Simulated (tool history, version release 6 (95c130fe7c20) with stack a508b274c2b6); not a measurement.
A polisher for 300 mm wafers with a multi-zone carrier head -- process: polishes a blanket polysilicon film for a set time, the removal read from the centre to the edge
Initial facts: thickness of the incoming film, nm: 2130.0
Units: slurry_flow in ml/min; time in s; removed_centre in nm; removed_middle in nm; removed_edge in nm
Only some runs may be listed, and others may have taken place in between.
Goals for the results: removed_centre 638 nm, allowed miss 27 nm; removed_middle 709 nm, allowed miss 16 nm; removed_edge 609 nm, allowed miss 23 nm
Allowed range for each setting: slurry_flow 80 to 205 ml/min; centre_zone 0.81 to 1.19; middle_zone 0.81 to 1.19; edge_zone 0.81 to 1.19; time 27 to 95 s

run  hour  slurry_flow  centre_zone  middle_zone  edge_zone  time  removed_centre  removed_middle  removed_edge
  1     0          135            1            1          1    61          489.43          520.53        500.75
  2   7.5          135         0.93            1          1    61          458.38          518.17         504.6
  3  15.3          165         0.93            1          1    61          475.59           545.3        521.74
  4  21.6          170         0.97         1.03       1.02    62          523.83          573.07        528.69
  5  29.4          170         0.97         1.03       1.06    62           519.7          563.28        540.06
  6  31.8          170         0.97         0.97       1.06    62          515.99          538.92        541.79
  7  39.8          175         0.98         1.01       1.07    63          532.57          573.94        560.04
  8  44.7          180         0.99         1.04       1.08    64          535.46          602.19        575.97
  9  47.1          185         1.02         1.06       1.08    65          580.49          618.51        572.95
 10  50.5          185         1.02         1.06       1.08    65          568.27          619.46        583.57
 11  54.3          190         1.04         1.08       1.08    66          598.61          648.32        590.21
 12  58.1          190         1.05         1.09       1.08    66          610.98          644.27        596.39

Which single option among these 4 for the next run brings every result within its allowed miss of target? Just one does.
  A  61.9          200         1.15         0.99       1.13    66               ?               ?             ?
  B  61.9          180          1.1         0.96       1.16    65               ?               ?             ?
  C  61.9          195         1.07         1.17       1.07    68               ?               ?             ?
  D  61.9          185         1.06          1.1       1.12    69               ?               ?             ?

move  removed_centre  removed_middle  removed_edge
   A          669.72          611.35        610.04
   B             619          577.31        601.82
   C          639.77           723.2        608.25
   D          636.84          690.44        628.33
A: further off than the last run
B: further off than the last run
C: in spec on every target
D: better than the last run, though not everything is in spec
The right move is C.
